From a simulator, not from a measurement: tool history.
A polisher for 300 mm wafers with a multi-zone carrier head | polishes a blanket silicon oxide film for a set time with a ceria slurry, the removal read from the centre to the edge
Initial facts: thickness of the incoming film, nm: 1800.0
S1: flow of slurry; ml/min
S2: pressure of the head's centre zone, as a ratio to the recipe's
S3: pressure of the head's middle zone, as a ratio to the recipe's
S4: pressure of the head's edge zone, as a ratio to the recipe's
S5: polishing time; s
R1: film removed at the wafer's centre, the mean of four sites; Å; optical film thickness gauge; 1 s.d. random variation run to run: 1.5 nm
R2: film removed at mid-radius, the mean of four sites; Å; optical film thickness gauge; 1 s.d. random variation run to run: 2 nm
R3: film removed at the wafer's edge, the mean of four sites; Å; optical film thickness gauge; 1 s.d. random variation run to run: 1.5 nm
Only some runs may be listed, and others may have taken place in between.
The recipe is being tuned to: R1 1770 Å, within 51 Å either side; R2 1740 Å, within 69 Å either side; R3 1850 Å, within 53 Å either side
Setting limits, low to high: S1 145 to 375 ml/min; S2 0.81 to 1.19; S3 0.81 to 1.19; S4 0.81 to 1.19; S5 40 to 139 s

{"run": 1, "hour": 0.0, "S1": 240, "S2": 1, "S3": 1, "S4": 1, "S5": 89, "R1": 3376.3, "R2": 3235.9, "R3": 3332.5}
{"run": 2, "hour": 7.3, "S1": 235, "S2": 0.99, "S3": 0.99, "S4": 0.98, "S5": 83, "R1": 3099.6, "R2": 3009.8, "R3": 3071.4}
{"run": 3, "hour": 9.1, "S1": 235, "S2": 0.99, "S3": 0.93, "S4": 0.98, "S5": 83, "R1": 3140.9, "R2": 2871, "R3": 3110.7}
{"run": 4, "hour": 12.4, "S1": 290, "S2": 0.99, "S3": 0.93, "S4": 0.98, "S5": 83, "R1": 3207.8, "R2": 2888.2, "R3": 3111}
{"run": 5, "hour": 18.0, "S1": 320, "S2": 0.99, "S3": 0.93, "S4": 0.98, "S5": 83, "R1": 3264.4, "R2": 3007.4, "R3": 3204.2}
{"run": 6, "hour": 23.1, "S1": 320, "S2": 0.99, "S3": 0.93, "S4": 1.06, "S5": 83, "R1": 3230.1, "R2": 2974.2, "R3": 3265.5}
{"run": 7, "hour": 31.6, "S1": 315, "S2": 0.98, "S3": 0.93, "S4": 1.04, "S5": 77, "R1": 2967.3, "R2": 2726.1, "R3": 3014.6}
{"run": 8, "hour": 35.5, "S1": 310, "S2": 0.97, "S3": 0.93, "S4": 1.02, "S5": 72, "R1": 2768.6, "R2": 2549, "R3": 2781.8}
{"run": 9, "hour": 44.1, "S1": 305, "S2": 0.95, "S3": 0.93, "S4": 1, "S5": 69, "R1": 2554.8, "R2": 2490.7, "R3": 2666.2}
{"run": 10, "hour": 51.9, "S1": 300, "S2": 0.95, "S3": 0.92, "S4": 0.98, "S5": 66, "R1": 2441.8, "R2": 2375.9, "R3": 2483.8}
{"run": 11, "hour": 54.7, "S1": 290, "S2": 0.94, "S3": 0.91, "S4": 0.97, "S5": 64, "R1": 2339.7, "R2": 2225.2, "R3": 2415.7}
{"run": 12, "hour": 60.8, "S1": 285, "S2": 0.93, "S3": 0.9, "S4": 0.95, "S5": 62, "R1": 2204.4, "R2": 2127.8, "R3": 2294.4}
{"run": 13, "hour": 67.3, "S1": 285, "S2": 0.92, "S3": 0.89, "S4": 0.93, "S5": 61, "R1": 2173, "R2": 2089.5, "R3": 2255.5}
{"run": 14, "hour": 75.5, "S1": 280, "S2": 0.91, "S3": 0.89, "S4": 0.92, "S5": 60, "R1": 2116.9, "R2": 2071.8, "R3": 2235.3}
{"run": 15, "hour": 84.4, "S1": 275, "S2": 0.91, "S3": 0.89, "S4": 0.91, "S5": 59, "R1": 2049.7, "R2": 2017, "R3": 2139.7}
{"run": 16, "hour": 85.3, "S1": 270, "S2": 0.91, "S3": 0.88, "S4": 0.9, "S5": 58, "R1": 2051.2, "R2": 1966.6, "R3": 2093.3}
{"run": 17, "hour": 93.6, "S1": 265, "S2": 0.9, "S3": 0.87, "S4": 0.89, "S5": 58, "R1": 2020.5, "R2": 1928, "R3": 2132}
{"run": 18, "hour": 95.8, "S1": 265, "S2": 0.9, "S3": 0.87, "S4": 0.88, "S5": 57, "R1": 1943.2, "R2": 1917.6, "R3": 2023.9}
{"run": 19, "hour": 98.2, "S1": 260, "S2": 0.9, "S3": 0.86, "S4": 0.87, "S5": 57, "R1": 1978.4, "R2": 1861.5, "R3": 1998.9}
{"run": 20, "hour": 101.9, "S1": 255, "S2": 0.89, "S3": 0.86, "S4": 0.86, "S5": 57, "R1": 1927, "R2": 1872, "R3": 2009.6}
{"run": 21, "hour": 104.0, "S1": 250, "S2": 0.89, "S3": 0.86, "S4": 0.85, "S5": 57, "R1": 1925.3, "R2": 1836.7, "R3": 2002.5}
{"run": 22, "hour": 107.1, "S1": 250, "S2": 0.89, "S3": 0.86, "S4": 0.84, "S5": 56, "R1": 1877.5, "R2": 1842.9, "R3": 1962.7}
{"run": 23, "hour": 109.7, "S1": 245, "S2": 0.89, "S3": 0.86, "S4": 0.84, "S5": 56, "R1": 1901.6, "R2": 1834.3, "R3": 1967.4}

Which of these 4 next moves meets every target?
{"run": "A", "hour": 112.3, "S1": 255, "S2": 0.88, "S3": 0.81, "S4": 0.95, "S5": 50, "R1": "?", "R2": "?", "R3": "?"}
{"run": "B", "hour": 112.3, "S1": 250, "S2": 0.85, "S3": 0.81, "S4": 0.91, "S5": 51, "R1": "?", "R2": "?", "R3": "?"}
{"run": "C", "hour": 112.3, "S1": 215, "S2": 0.86, "S3": 0.84, "S4": 0.9, "S5": 55, "R1": "?", "R2": "?", "R3": "?"}
{"run": "D", "hour": 112.3, "S1": 160, "S2": 0.89, "S3": 0.86, "S4": 0.81, "S5": 57, "R1": "?", "R2": "?", "R3": "?"}

move=A R1=1649 R2=1570.9 R3=1864.6
move=B R1=1619.6 R2=1598.7 R3=1860.7
move=C R1=1727.1 R2=1734.1 R3=1964.6
move=D R1=1744.7 R2=1732.7 R3=1866.6
A: the result that was furthest off in the last run now lies on the other side of its target
B: the result that was furthest off in the last run now lies on the other side of its target
C: the worst result of the last run now meets its target, but another is out of spec
D: in spec on every target
Answer: D
